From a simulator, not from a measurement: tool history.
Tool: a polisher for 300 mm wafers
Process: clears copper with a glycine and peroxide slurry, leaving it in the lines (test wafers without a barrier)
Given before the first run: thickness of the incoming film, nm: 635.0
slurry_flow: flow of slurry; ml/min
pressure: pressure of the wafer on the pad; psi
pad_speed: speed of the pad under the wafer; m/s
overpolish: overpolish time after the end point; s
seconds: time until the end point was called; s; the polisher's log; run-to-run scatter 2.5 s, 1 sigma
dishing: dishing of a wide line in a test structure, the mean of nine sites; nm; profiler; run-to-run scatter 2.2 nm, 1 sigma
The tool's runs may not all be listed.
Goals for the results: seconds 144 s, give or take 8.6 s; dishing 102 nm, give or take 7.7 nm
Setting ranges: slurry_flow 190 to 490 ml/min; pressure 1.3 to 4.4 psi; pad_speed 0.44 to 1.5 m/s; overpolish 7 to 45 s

run 1 hour=0 | slurry_flow=315 pressure=2.8 pad_speed=0.96 overpolish=23 | seconds=101.14 dishing=88.492
run 2 hour=4 | slurry_flow=315 pressure=2.5 pad_speed=0.94 overpolish=27 | seconds=114.39 dishing=94.045
run 3 hour=5.8 | slurry_flow=315 pressure=2.1 pad_speed=0.94 overpolish=27 | seconds=130.04 dishing=81.949
run 4 hour=7.1 | slurry_flow=315 pressure=2.1 pad_speed=0.94 overpolish=20 | seconds=129.33 dishing=68.05
run 5 hour=12.1 | slurry_flow=315 pressure=2.1 pad_speed=0.84 overpolish=20 | seconds=137.08 dishing=66.459
run 6 hour=18.5 | slurry_flow=315 pressure=2.1 pad_speed=0.66 overpolish=20 | seconds=157.98 dishing=59.639
run 7 hour=25.2 | slurry_flow=315 pressure=2.2 pad_speed=0.66 overpolish=25 | seconds=149.36 dishing=75.265
run 8 hour=29.2 | slurry_flow=315 pressure=2.3 pad_speed=0.62 overpolish=34 | seconds=148.01 dishing=95.038

4 candidate next runs follow, results not yet known. Just one meets every target within its allowed miss. Identify it.
run A hour=33.2 | slurry_flow=315 pressure=2.3 pad_speed=0.66 overpolish=36 | seconds=? dishing=?
run B hour=33.2 | slurry_flow=295 pressure=2.5 pad_speed=0.6 overpolish=29 | seconds=? dishing=?
run C hour=33.2 | slurry_flow=325 pressure=2.4 pad_speed=0.66 overpolish=29 | seconds=? dishing=?
run D hour=33.2 | slurry_flow=290 pressure=2 pad_speed=0.78 overpolish=33 | seconds=? dishing=?

move=A seconds=141.89 dishing=96.933
move=B seconds=139.33 dishing=85.423
move=C seconds=137.21 dishing=85.902
move=D seconds=146.67 dishing=88.221
A: all results land within tolerance of their targets
B: lands further from the targets than the last run did
C: lands further from the targets than the last run did
D: lands further from the targets than the last run did
So the answer is move A, the one that meets all the targets.
